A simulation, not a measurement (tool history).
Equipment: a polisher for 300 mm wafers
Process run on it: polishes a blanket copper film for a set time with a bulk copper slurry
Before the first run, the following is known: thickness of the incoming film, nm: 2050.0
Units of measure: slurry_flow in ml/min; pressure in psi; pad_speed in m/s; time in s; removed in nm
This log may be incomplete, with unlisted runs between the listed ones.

run 1 hour=0 | slurry_flow=265 pressure=2.1 pad_speed=1.22 slurry_solids=1 time=59 | removed=483.67
run 2 hour=6.5 | slurry_flow=265 pressure=2 pad_speed=1.22 slurry_solids=1 time=59 | removed=456.68
run 3 hour=9 | slurry_flow=295 pressure=2 pad_speed=1.22 slurry_solids=1 time=59 | removed=462.99
run 4 hour=13.6 | slurry_flow=365 pressure=2 pad_speed=1.22 slurry_solids=1 time=59 | removed=474.58
-- hour=19.8 worn pad replaced by a new one
run 5 hour=19.8 | slurry_flow=365 pressure=2 pad_speed=1.22 slurry_solids=1 time=59 | removed=522.58
run 6 hour=21.1 | slurry_flow=365 pressure=2 pad_speed=1.22 slurry_solids=1 time=62 | removed=562.18
run 7 hour=29.3 | slurry_flow=350 pressure=1.9 pad_speed=1.22 slurry_solids=1 time=62 | removed=529.7
run 8 hour=35 | slurry_flow=335 pressure=1.8 pad_speed=1.2 slurry_solids=1 time=62 | removed=493.08
run 9 hour=36.7 | slurry_flow=325 pressure=1.7 pad_speed=1.18 slurry_solids=1 time=62 | removed=459
run 10 hour=37.9 | slurry_flow=315 pressure=1.6 pad_speed=1.18 slurry_solids=1 time=62 | removed=431.43
run 11 hour=38.8 | slurry_flow=305 pressure=1.5 pad_speed=1.18 slurry_solids=1 time=62 | removed=405.64
run 12 hour=44.8 | slurry_flow=305 pressure=1.5 pad_speed=1.18 slurry_solids=1 time=62 | removed=413.64

Run 13 comes next. What will it give?
run 13 hour=48.4 | slurry_flow=295 pressure=1.4 pad_speed=1.18 slurry_solids=1 time=62 | removed=?

Run 13 measured removed 377.94 nm.

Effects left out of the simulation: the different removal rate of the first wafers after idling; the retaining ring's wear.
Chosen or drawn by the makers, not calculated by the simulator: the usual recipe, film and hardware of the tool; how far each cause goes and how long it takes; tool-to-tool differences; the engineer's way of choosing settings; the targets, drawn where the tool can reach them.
